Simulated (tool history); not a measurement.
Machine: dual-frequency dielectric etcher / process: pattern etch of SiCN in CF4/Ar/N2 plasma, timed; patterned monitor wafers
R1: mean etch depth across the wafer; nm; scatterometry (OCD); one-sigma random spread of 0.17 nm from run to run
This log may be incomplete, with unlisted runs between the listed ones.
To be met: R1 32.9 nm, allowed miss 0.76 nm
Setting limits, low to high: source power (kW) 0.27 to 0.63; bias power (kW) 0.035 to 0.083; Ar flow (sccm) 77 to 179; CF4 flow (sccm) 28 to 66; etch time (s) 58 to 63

run 1 day=0 | source_power_(kW)=0.45 bias_power_(kW)=0.059 Ar_flow_(sccm)=128 CF4_flow_(sccm)=47 etch_time_(s)=63 | R1=43.067
run 2 day=0.179 | source_power_(kW)=0.45 bias_power_(kW)=0.049 Ar_flow_(sccm)=128 CF4_flow_(sccm)=47 etch_time_(s)=63 | R1=39.207
run 3 day=0.508 | source_power_(kW)=0.45 bias_power_(kW)=0.049 Ar_flow_(sccm)=142 CF4_flow_(sccm)=47 etch_time_(s)=63 | R1=38.069
run 4 day=0.792 | source_power_(kW)=0.45 bias_power_(kW)=0.056 Ar_flow_(sccm)=142 CF4_flow_(sccm)=47 etch_time_(s)=63 | R1=41.092
run 5 day=0.888 | source_power_(kW)=0.45 bias_power_(kW)=0.056 Ar_flow_(sccm)=142 CF4_flow_(sccm)=53 etch_time_(s)=63 | R1=41.908
run 6 day=1.229 | source_power_(kW)=0.43 bias_power_(kW)=0.056 Ar_flow_(sccm)=142 CF4_flow_(sccm)=53 etch_time_(s)=63 | R1=39.862
run 7 day=1.358 | source_power_(kW)=0.42 bias_power_(kW)=0.056 Ar_flow_(sccm)=142 CF4_flow_(sccm)=53 etch_time_(s)=63 | R1=38.947
run 8 day=1.45 | source_power_(kW)=0.41 bias_power_(kW)=0.056 Ar_flow_(sccm)=142 CF4_flow_(sccm)=53 etch_time_(s)=63 | R1=37.95
run 9 day=1.483 | source_power_(kW)=0.4 bias_power_(kW)=0.056 Ar_flow_(sccm)=142 CF4_flow_(sccm)=53 etch_time_(s)=63 | R1=36.849
run 10 day=1.662 | source_power_(kW)=0.39 bias_power_(kW)=0.056 Ar_flow_(sccm)=142 CF4_flow_(sccm)=53 etch_time_(s)=63 | R1=35.902
run 11 day=1.733 | source_power_(kW)=0.37 bias_power_(kW)=0.056 Ar_flow_(sccm)=142 CF4_flow_(sccm)=53 etch_time_(s)=63 | R1=34.103
run 12 day=1.925 | source_power_(kW)=0.37 bias_power_(kW)=0.056 Ar_flow_(sccm)=142 CF4_flow_(sccm)=53 etch_time_(s)=63 | R1=34.029

Next run, 5 choices. One meets every target within its allowed miss, the rest don't. Which?
run A day=2.117 | source_power_(kW)=0.39 bias_power_(kW)=0.047 Ar_flow_(sccm)=134 CF4_flow_(sccm)=53 etch_time_(s)=60.5 | R1=?
run B day=2.117 | source_power_(kW)=0.35 bias_power_(kW)=0.067 Ar_flow_(sccm)=130 CF4_flow_(sccm)=47 etch_time_(s)=63 | R1=?
run C day=2.117 | source_power_(kW)=0.4 bias_power_(kW)=0.051 Ar_flow_(sccm)=161 CF4_flow_(sccm)=53 etch_time_(s)=60.5 | R1=?
run D day=2.117 | source_power_(kW)=0.41 bias_power_(kW)=0.049 Ar_flow_(sccm)=139 CF4_flow_(sccm)=57 etch_time_(s)=60 | R1=?
run E day=2.117 | source_power_(kW)=0.39 bias_power_(kW)=0.057 Ar_flow_(sccm)=145 CF4_flow_(sccm)=55 etch_time_(s)=59.5 | R1=?

move=A R1=31.624
move=B R1=35.162
move=C R1=32.852
move=D R1=34.193
move=E R1=34.472
A: moves the result that the last run missed by most past its target, out the other side
B: the biggest miss grows against the last run
C: all results in spec
D: the biggest miss grows against the last run
E: the biggest miss grows against the last run
Go with C: it meets all targets.
